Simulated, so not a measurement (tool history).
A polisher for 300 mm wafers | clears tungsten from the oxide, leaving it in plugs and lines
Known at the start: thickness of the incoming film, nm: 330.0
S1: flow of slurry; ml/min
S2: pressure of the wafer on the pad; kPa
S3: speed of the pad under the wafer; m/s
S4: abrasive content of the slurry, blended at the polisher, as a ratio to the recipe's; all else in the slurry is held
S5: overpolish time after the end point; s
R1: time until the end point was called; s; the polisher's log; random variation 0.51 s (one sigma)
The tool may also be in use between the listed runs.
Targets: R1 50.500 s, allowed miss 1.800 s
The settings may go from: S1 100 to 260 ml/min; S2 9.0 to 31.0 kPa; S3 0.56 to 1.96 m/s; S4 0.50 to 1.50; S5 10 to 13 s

| run | hour | S1 | S2 | S3 | S4 | S5 | R1 |
|---|---|---|---|---|---|---|---|
| 1 | 0.0 | 165 | 20.0 | 1.26 | 1.00 | 13 | 70.670 |
| 2 | 5.2 | 165 | 20.0 | 1.26 | 1.00 | 13 | 71.005 |
| 3 | 12.1 | 140 | 20.0 | 1.26 | 1.00 | 13 | 72.409 |
| 4 | 13.0 | 140 | 20.0 | 1.26 | 1.10 | 13 | 70.533 |
| 5 | 17.6 | 140 | 22.1 | 1.26 | 1.10 | 13 | 66.039 |
| 6 | 20.4 | 140 | 26.2 | 1.26 | 1.10 | 13 | 57.481 |
| 7 | 22.7 | 145 | 26.9 | 1.26 | 1.10 | 13 | 55.801 |
| 8 | 24.4 | 150 | 27.6 | 1.26 | 1.10 | 13 | 53.009 |
| 9 | 31.9 | 155 | 27.6 | 1.26 | 1.10 | 13 | 54.367 |

5 next moves are on the table. One of them brings every result within its allowed miss. Which?
| A | 39.4 | 165 | 30.3 | 1.36 | 1.00 | 10 | ? |
| B | 39.4 | 155 | 26.9 | 1.12 | 1.00 | 13 | ? |
| C | 39.4 | 150 | 27.6 | 1.18 | 1.10 | 13 | ? |
| D | 39.4 | 130 | 28.3 | 1.38 | 0.95 | 13 | ? |
| E | 39.4 | 135 | 27.6 | 1.44 | 1.20 | 13 | ? |

| move | R1 |
|---|---|
| A | 46.753 |
| B | 63.006 |
| C | 58.005 |
| D | 51.246 |
| E | 47.896 |
A: takes the result that was furthest off past its target
B: further off than the last run
C: further off than the last run
D: meets every target
E: takes the result that was furthest off past its target
Answer: D
